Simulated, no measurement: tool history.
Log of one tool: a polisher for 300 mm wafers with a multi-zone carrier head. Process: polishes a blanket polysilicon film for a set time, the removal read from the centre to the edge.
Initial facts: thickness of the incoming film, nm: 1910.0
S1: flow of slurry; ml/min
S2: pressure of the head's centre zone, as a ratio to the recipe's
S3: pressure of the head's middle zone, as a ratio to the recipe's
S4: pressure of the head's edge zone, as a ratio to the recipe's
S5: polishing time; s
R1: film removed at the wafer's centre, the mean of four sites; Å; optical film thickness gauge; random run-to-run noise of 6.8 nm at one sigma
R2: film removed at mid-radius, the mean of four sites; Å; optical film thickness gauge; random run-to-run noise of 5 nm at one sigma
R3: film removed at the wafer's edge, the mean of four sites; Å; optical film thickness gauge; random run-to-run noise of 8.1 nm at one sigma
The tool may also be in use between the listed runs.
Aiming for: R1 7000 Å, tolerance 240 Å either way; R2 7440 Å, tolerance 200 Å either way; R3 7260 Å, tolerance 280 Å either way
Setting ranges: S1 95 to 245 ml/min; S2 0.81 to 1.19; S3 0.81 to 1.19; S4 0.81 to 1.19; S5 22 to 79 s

Run 1, hour 0: S1 155 ml/min, S2 1, S3 1, S4 1, S5 50 s. Result: R1 5305.6 Å, R2 5409.7 Å, R3 5343.4 Å.
Run 2, hour 4.9: S1 165 ml/min, S2 1.01, S3 1.03, S4 1.05, S5 53 s. Result: R1 5793.4 Å, R2 5962.1 Å, R3 5765.2 Å.
Run 3, hour 7.2: S1 165 ml/min, S2 1.01, S3 0.96, S4 1.05, S5 53 s. Result: R1 5790.6 Å, R2 5592.4 Å, R3 5842.3 Å.
Run 4, hour 11.6: S1 165 ml/min, S2 1.07, S3 0.96, S4 1.05, S5 53 s. Result: R1 6267 Å, R2 5536.3 Å, R3 5698.8 Å.
Run 5, hour 13.9: S1 175 ml/min, S2 1.05, S3 0.99, S4 1.08, S5 55 s. Result: R1 6331.3 Å, R2 5923.3 Å, R3 6315.4 Å.
Run 6, hour 16.3: S1 160 ml/min, S2 1.05, S3 0.99, S4 1.08, S5 55 s. Result: R1 6219.6 Å, R2 5869.2 Å, R3 6196.4 Å.
Run 7, hour 21.8: S1 175 ml/min, S2 1.05, S3 1.03, S4 1.1, S5 56 s. Result: R1 6373.7 Å, R2 6236.8 Å, R3 6297.3 Å.
Run 8, hour 23.5: S1 185 ml/min, S2 1.05, S3 1.05, S4 1.12, S5 57 s. Result: R1 6673.7 Å, R2 6550.9 Å, R3 6594.1 Å.
Run 9, hour 24.3: S1 195 ml/min, S2 1.04, S3 1.07, S4 1.14, S5 58 s. Result: R1 6658.9 Å, R2 6812.6 Å, R3 6674.7 Å.
Run 10, hour 32.3: S1 195 ml/min, S2 1.04, S3 1.08, S4 1.15, S5 59 s. Result: R1 6912.6 Å, R2 7016.4 Å, R3 6880.8 Å.

4 next moves are on the table. One of them brings every result within its allowed miss. Which?
Run A, hour 40.3: S1 190 ml/min, S2 1.01, S3 1.04, S4 1.14, S5 58 s. Result: R1 ?, R2 ?, R3 ?.
Run B, hour 40.3: S1 220 ml/min, S2 1, S3 1.07, S4 1.13, S5 62 s. Result: R1 ?, R2 ?, R3 ?.
Run C, hour 40.3: S1 205 ml/min, S2 1.14, S3 1.09, S4 1.11, S5 54 s. Result: R1 ?, R2 ?, R3 ?.
Run D, hour 40.3: S1 205 ml/min, S2 1.1, S3 1.12, S4 1.07, S5 58 s. Result: R1 ?, R2 ?, R3 ?.

move      R1      R2      R3
   A  6378.8  6590.4  6745.7
   B  6890.7  7349.9  7278.7
   C  6784.2  6443.8  6252.3
   D  7030.8  7085.9  6614.8
A: the biggest miss grows against the last run
B: hits every target within its allowed miss
C: the biggest miss grows against the last run
D: the biggest miss grows against the last run
Move B is the one to make.

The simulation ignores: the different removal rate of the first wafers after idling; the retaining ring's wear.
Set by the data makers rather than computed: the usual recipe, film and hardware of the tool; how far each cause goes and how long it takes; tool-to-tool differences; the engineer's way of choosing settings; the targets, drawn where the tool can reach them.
